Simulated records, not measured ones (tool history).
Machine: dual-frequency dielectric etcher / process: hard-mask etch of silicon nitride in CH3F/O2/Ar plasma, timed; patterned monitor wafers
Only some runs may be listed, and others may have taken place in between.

run  hour  source power (W)  bias power (W)  etch time (s)  mean etch depth across the wafer (angstrom)
  1     0               460              73           84.5                                       616.83
  2   3.8               420              71           84.5                                        576.4
  3   4.8               420              81           84.5                                        606.1
  4  13.6               390              81           84.5                                       577.92
  5  19.1               370              81           84.5                                       563.19
  6  22.6               360              81           84.5                                       554.52
  7  24.4               350              81           84.5                                       540.67
  8  26.2               340              81           84.5                                       531.26

What will run 9 give?
  9  27.6               300              80           84.5                                            ?

Run 9 measured mean etch depth across the wafer (angstrom) 483.34.
